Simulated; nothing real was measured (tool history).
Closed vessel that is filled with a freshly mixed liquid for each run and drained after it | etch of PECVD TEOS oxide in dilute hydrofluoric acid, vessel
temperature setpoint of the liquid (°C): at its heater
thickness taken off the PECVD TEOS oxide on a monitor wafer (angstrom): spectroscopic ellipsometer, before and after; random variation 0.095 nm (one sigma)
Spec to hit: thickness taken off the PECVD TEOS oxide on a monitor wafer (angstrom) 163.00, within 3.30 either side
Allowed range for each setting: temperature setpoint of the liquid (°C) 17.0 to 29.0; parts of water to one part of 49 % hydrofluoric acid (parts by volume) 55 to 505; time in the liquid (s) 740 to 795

run	day	temperature setpoint of the liquid (°C)	parts of water to one part of 49 % hydrofluoric acid (parts by volume)	time in the liquid (s)	thickness taken off the PECVD TEOS oxide on a monitor wafer (angstrom)
1	0.000	21.0	280	740	186.38
2	0.188	20.0	280	740	181.06
3	0.421	19.0	280	740	175.80
4	0.733	18.5	280	740	170.43
5	0.988	18.0	280	740	169.62
6	1.029	18.0	345	740	130.76
7	1.129	20.0	345	740	138.33
8	1.254	21.5	345	740	148.28
9	1.521	22.0	345	740	148.54
10	1.821	25.5	345	740	169.61
11	2.171	25.5	345	740	168.37

Consider the 4 candidate settings below. Which is the only one whose results all fall within their allowed miss of target?
A	2.521	26.0	360	745	?
B	2.521	29.0	390	795	?
C	2.521	25.5	375	765	?
D	2.521	19.5	330	795	?

move	thickness taken off the PECVD TEOS oxide on a monitor wafer (angstrom)
A	161.46
B	169.89
C	154.36
D	154.45
A: meets every target
B: further off than the last run
C: the result that was furthest off in the last run now lies on the other side of its target
D: the result that was furthest off in the last run now lies on the other side of its target
So the answer is move A, the one that meets all the targets.
